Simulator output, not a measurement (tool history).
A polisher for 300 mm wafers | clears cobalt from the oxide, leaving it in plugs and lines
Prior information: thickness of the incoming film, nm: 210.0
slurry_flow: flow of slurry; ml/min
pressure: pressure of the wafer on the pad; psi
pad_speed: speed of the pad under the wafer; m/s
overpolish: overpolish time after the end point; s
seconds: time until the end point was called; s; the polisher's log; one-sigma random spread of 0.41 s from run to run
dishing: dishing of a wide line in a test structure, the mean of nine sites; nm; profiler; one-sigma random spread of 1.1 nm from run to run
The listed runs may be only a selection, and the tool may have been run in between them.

run,hour,slurry_flow,pressure,pad_speed,overpolish,seconds,dishing
1,0.0,200,2.1,1.00,24,39.090,62.590
2,6.7,225,2.1,1.00,24,39.060,61.318
3,14.2,225,2.1,1.18,24,33.922,64.030
4,15.9,225,2.1,1.04,24,37.813,59.531
5,21.5,225,2.1,0.88,24,43.804,61.462
6,24.1,225,2.2,0.88,24,41.100,59.111
7,29.0,225,2.3,0.90,25,38.837,61.236
8,35.5,225,2.4,0.90,26,36.585,64.547

Forecast run 9:
9,41.8,225,2.5,0.90,26,?,?

{"run 9": {"seconds": 36.04, "dishing": 62.332}}

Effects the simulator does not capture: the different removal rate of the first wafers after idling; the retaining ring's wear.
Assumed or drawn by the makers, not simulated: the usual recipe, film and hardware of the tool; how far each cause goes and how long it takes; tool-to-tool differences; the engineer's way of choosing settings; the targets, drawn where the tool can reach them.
